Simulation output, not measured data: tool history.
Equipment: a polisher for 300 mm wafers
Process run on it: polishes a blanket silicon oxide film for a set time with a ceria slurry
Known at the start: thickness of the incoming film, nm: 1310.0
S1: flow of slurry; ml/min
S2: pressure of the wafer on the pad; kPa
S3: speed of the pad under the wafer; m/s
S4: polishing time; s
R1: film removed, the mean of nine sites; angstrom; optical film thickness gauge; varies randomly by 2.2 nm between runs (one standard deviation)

run    day   S1    S2    S3  S4      R1
  1  0.000  155  23.4  1.22  74  4843.6
  2  0.250  155  23.4  1.10  74  4394.9
  3  0.458  150  22.8  1.10  74  4250.8
  4  0.771  150  22.8  1.10  74  4232.4
  5  0.838  145  22.1  1.10  74  4130.3
  6  0.879  145  22.1  1.10  78  4331.3
  7  1.183  140  21.4  1.10  78  4180.2
  8  1.542  135  20.7  1.10  78  4028.3

Run 9 comes next. What will it give?
  9  1.854  130  20.7  1.10  78   ?

{"run 9": {"R1": 3976.8}}
